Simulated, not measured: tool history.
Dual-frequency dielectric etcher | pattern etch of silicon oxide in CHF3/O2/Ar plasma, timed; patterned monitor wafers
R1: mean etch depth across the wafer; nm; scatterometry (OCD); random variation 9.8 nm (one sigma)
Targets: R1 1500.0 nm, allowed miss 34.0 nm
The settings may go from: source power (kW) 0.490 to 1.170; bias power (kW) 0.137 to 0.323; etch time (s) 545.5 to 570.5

{"run": 1, "day": 0.0, "source power (kW)": 0.83, "bias power (kW)": 0.23, "etch time (s)": 545.5, "R1": 1288.8}
{"run": 2, "day": 0.2, "source power (kW)": 0.9, "bias power (kW)": 0.236, "etch time (s)": 546.0, "R1": 1351.1}
{"run": 3, "day": 0.517, "source power (kW)": 0.9, "bias power (kW)": 0.205, "etch time (s)": 546.0, "R1": 1271.5}
{"run": 4, "day": 0.654, "source power (kW)": 0.96, "bias power (kW)": 0.214, "etch time (s)": 547.0, "R1": 1321.9}
{"run": 5, "day": 0.933, "source power (kW)": 1.0, "bias power (kW)": 0.223, "etch time (s)": 548.5, "R1": 1386.9}
{"run": 6, "day": 1.3, "source power (kW)": 1.04, "bias power (kW)": 0.225, "etch time (s)": 548.5, "R1": 1422.9}
{"run": 7, "day": 1.442, "source power (kW)": 1.04, "bias power (kW)": 0.225, "etch time (s)": 548.5, "R1": 1414.9}
{"run": 8, "day": 1.817, "source power (kW)": 1.07, "bias power (kW)": 0.227, "etch time (s)": 548.5, "R1": 1433.8}
{"run": 9, "day": 1.975, "source power (kW)": 1.09, "bias power (kW)": 0.229, "etch time (s)": 548.5, "R1": 1443.1}

5 next moves are on the table. One of them brings every result within its allowed miss. Which?
{"run": "A", "day": 2.133, "source power (kW)": 1.14, "bias power (kW)": 0.245, "etch time (s)": 570.5, "R1": "?"}
{"run": "B", "day": 2.133, "source power (kW)": 1.16, "bias power (kW)": 0.219, "etch time (s)": 545.5, "R1": "?"}
{"run": "C", "day": 2.133, "source power (kW)": 1.17, "bias power (kW)": 0.249, "etch time (s)": 563.0, "R1": "?"}
{"run": "D", "day": 2.133, "source power (kW)": 1.09, "bias power (kW)": 0.229, "etch time (s)": 565.0, "R1": "?"}
{"run": "E", "day": 2.133, "source power (kW)": 1.05, "bias power (kW)": 0.218, "etch time (s)": 561.0, "R1": "?"}

move=A R1=1576.0
move=B R1=1444.1
move=C R1=1582.6
move=D R1=1488.2
move=E R1=1424.2
A: takes the result that was furthest off past its target
B: as far off as the last run
C: takes the result that was furthest off past its target
D: meets every target
E: further off than the last run
Move D is the one to make.
